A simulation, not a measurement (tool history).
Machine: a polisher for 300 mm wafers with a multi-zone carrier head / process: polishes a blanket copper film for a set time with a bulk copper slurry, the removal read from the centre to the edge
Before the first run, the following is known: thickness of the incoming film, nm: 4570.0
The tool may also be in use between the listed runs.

run    day  flow of slurry (ml/min)  pressure of the head's centre zone  pressure of the head's middle zone  pressure of the head's edge zone  abrasive content of the slurry  polishing time (s)  film removed at the wafer's centre (nm)  film removed at mid-radius (nm)  film removed at the wafer's edge (nm)
  1      0                      300                                   1                                   1                                 1                               1                  30                                   167.11                           165.31                                 166.04
  2  0.208                      300                                   1                                   1                                 1                               1                  37                                   208.42                           202.63                                 203.69
  3  0.458                      295                                0.99                                0.98                              0.98                            0.95                  35                                   191.86                            188.3                                 191.32
  4  0.821                      295                                0.99                                0.98                              1.04                            0.95                  35                                   189.98                           188.58                                 192.58
  5  1.004                      295                                1.06                                0.98                              1.04                            0.95                  35                                   203.94                           187.66                                 197.69
  6  1.092                      295                                1.06                                0.92                              1.04                            0.95                  35                                    203.9                           176.95                                 197.65
  7  1.358                      300                                1.04                                0.92                              1.01                             0.9                  33                                   185.11                           166.75                                 182.16
  8  1.592                      300                                1.03                                0.92                              0.99                            0.85                  31                                   171.32                           154.86                                 165.65
  9  1.733                      295                                1.01                                0.91                              0.97                             0.8                  30                                   159.37                           144.48                                  154.1
 10  2.025                      285                                0.99                                 0.9                              0.95                            0.75                  29                                   149.67                           136.57                                 147.54
 11  2.117                      290                                0.98                                 0.9                              0.94                             0.7                  28                                   141.88                           131.36                                 142.31
 12  2.183                      285                                0.97                                 0.9                              0.92                            0.65                  27                                   131.99                              122                                 132.64
 13  2.546                      285                                0.97                                 0.9                              0.92                            0.65                  27                                   133.06                           123.73                                 131.91
 14  2.917                      280                                0.96                                 0.9                              0.91                            0.65                  27                                   131.36                           123.33                                 130.67

Predict the results of run 15:
 15  3.042                      270                                0.95                                 0.9                               0.9                            0.65                  27                                        ?                                ?                                      ?

film removed at the wafer's centre (nm): 129.49
film removed at mid-radius (nm): 122.47
film removed at the wafer's edge (nm): 128.95

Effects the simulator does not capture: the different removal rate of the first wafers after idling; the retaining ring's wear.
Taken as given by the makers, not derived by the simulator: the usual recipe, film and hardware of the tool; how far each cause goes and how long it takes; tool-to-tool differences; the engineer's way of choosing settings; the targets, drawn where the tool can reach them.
